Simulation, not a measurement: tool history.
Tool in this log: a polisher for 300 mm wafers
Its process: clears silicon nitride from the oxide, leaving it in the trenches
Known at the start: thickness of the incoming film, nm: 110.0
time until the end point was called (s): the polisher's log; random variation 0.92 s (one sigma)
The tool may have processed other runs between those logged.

run	hour	flow of slurry (ml/min)	pressure of the wafer on the pad (kPa)	speed of the pad under the wafer (cm/s)	overpolish time after the end point (s)	time until the end point was called (s)
1	0.0	220	21.4	106	7	104.740
2	3.0	220	22.1	106	7	101.920
3	7.0	220	22.8	106	7	99.104
4	13.5	190	22.8	106	7	100.550
5	16.0	190	22.8	106	7	100.530
6	21.8	190	22.8	106	5	101.280
7	23.7	190	23.4	106	5	97.680
8	26.9	190	24.1	106	5	91.959

Estimate the outcome of run 9 from the log above:
9	28.5	190	24.8	106	5	?

time until the end point was called (s): 91.653

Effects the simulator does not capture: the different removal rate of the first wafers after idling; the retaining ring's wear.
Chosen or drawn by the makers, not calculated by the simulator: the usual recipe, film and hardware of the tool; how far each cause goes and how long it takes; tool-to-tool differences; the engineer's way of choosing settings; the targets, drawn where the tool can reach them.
